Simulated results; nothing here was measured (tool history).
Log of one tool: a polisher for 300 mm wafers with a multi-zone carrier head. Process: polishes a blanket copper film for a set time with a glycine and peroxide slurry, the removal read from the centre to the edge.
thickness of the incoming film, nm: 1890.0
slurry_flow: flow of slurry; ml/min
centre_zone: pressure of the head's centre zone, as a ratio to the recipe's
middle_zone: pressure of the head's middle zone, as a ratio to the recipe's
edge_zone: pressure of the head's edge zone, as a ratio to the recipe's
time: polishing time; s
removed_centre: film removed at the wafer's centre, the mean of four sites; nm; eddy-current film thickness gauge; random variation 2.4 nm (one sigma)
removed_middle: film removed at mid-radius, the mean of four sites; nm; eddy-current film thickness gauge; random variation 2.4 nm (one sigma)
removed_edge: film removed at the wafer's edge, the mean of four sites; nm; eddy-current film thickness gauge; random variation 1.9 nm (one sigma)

{"run": 1, "hour": 0.0, "slurry_flow": 155, "centre_zone": 1.0, "middle_zone": 1.0, "edge_zone": 1.0, "time": 57, "removed_centre": 225.09, "removed_middle": 233.69, "removed_edge": 232.73}
{"run": 2, "hour": 2.6, "slurry_flow": 175, "centre_zone": 1.0, "middle_zone": 1.0, "edge_zone": 1.0, "time": 57, "removed_centre": 229.18, "removed_middle": 237.0, "removed_edge": 233.52}
{"run": 3, "hour": 6.7, "slurry_flow": 175, "centre_zone": 1.0, "middle_zone": 1.0, "edge_zone": 1.0, "time": 70, "removed_centre": 276.81, "removed_middle": 284.41, "removed_edge": 289.05}
{"run": 4, "hour": 12.0, "slurry_flow": 180, "centre_zone": 1.02, "middle_zone": 0.98, "edge_zone": 1.0, "time": 70, "removed_centre": 285.38, "removed_middle": 289.09, "removed_edge": 291.5}
{"run": 5, "hour": 15.9, "slurry_flow": 180, "centre_zone": 1.02, "middle_zone": 0.98, "edge_zone": 1.07, "time": 70, "removed_centre": 288.21, "removed_middle": 284.66, "removed_edge": 302.43}
{"run": 6, "hour": 18.8, "slurry_flow": 180, "centre_zone": 1.02, "middle_zone": 1.05, "edge_zone": 1.07, "time": 70, "removed_centre": 286.36, "removed_middle": 299.75, "removed_edge": 298.76}
{"run": 7, "hour": 23.1, "slurry_flow": 180, "centre_zone": 1.04, "middle_zone": 1.02, "edge_zone": 1.06, "time": 70, "removed_centre": 294.65, "removed_middle": 298.18, "removed_edge": 295.53}
{"run": 8, "hour": 31.7, "slurry_flow": 180, "centre_zone": 1.13, "middle_zone": 0.92, "edge_zone": 1.09, "time": 69, "removed_centre": 317.57, "removed_middle": 272.82, "removed_edge": 300.3}

The next listed run, before its measurement:
{"run": 9, "hour": 36.1, "slurry_flow": 180, "centre_zone": 1.14, "middle_zone": 0.92, "edge_zone": 1.08, "time": 69, "removed_centre": "?", "removed_middle": "?", "removed_edge": "?"}

removed_centre: 316.90 nm
removed_middle: 270.58 nm
removed_edge: 294.02 nm
